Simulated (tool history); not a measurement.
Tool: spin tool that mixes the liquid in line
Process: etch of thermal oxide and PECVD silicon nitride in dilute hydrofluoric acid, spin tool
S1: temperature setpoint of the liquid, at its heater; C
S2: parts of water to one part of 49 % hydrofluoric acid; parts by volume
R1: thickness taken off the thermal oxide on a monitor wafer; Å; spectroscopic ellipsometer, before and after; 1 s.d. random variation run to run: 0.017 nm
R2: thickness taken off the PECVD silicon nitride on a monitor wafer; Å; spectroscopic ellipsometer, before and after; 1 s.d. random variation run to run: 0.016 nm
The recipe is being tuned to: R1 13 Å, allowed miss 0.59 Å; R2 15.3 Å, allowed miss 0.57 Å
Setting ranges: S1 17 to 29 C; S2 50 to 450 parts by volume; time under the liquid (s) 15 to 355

run 1 day=0 | S1=21 S2=250 time_under_the_liquid_(s)=180 | R1=25.763 R2=31.518
run 2 day=0.092 | S1=20 S2=280 time_under_the_liquid_(s)=175 | R1=21.521 R2=25.963
run 3 day=0.321 | S1=19 S2=305 time_under_the_liquid_(s)=175 | R1=18.95 R2=22.652
run 4 day=0.621 | S1=19 S2=305 time_under_the_liquid_(s)=205 | R1=21.774 R2=26.922
run 5 day=0.712 | S1=18.5 S2=325 time_under_the_liquid_(s)=195 | R1=18.766 R2=22.766
run 6 day=0.888 | S1=18.5 S2=325 time_under_the_liquid_(s)=255 | R1=24.894 R2=29.88
run 7 day=1.158 | S1=18 S2=350 time_under_the_liquid_(s)=240 | R1=20.073 R2=25.873
run 8 day=1.238 | S1=17.5 S2=345 time_under_the_liquid_(s)=210 | R1=17.96 R2=22.202
run 9 day=1.375 | S1=17.5 S2=350 time_under_the_liquid_(s)=190 | R1=16.303 R2=19.366
run 10 day=1.679 | S1=17.5 S2=350 time_under_the_liquid_(s)=190 | R1=15.95 R2=19.633
run 11 day=2.038 | S1=17.5 S2=350 time_under_the_liquid_(s)=180 | R1=15.233 R2=18.15
run 12 day=2.079 | S1=17.5 S2=355 time_under_the_liquid_(s)=175 | R1=14.731 R2=17.622
run 13 day=2.375 | S1=17.5 S2=360 time_under_the_liquid_(s)=170 | R1=13.963 R2=17.179
run 14 day=2.538 | S1=17.5 S2=360 time_under_the_liquid_(s)=165 | R1=13.348 R2=16.148

Of the 5 settings listed for the next run, only one would bring every result within its allowed miss of target. Which one?
run A day=2.7 | S1=17 S2=265 time_under_the_liquid_(s)=120 | R1=? R2=?
run B day=2.7 | S1=17 S2=350 time_under_the_liquid_(s)=155 | R1=? R2=?
run C day=2.7 | S1=17 S2=450 time_under_the_liquid_(s)=230 | R1=? R2=?
run D day=2.7 | S1=19 S2=350 time_under_the_liquid_(s)=150 | R1=? R2=?
run E day=2.7 | S1=21.5 S2=355 time_under_the_liquid_(s)=140 | R1=? R2=?

move=A R1=14.083 R2=15.507
move=B R1=12.834 R2=15.383
move=C R1=13.706 R2=18.01
move=D R1=13.36 R2=16.916
move=E R1=13.374 R2=18.201
A: brings the last run's worst result on target, with another outside its allowed miss
B: all results land within tolerance of their targets
C: further off than the last run
D: further off than the last run
E: further off than the last run
Go with B: it meets all targets.
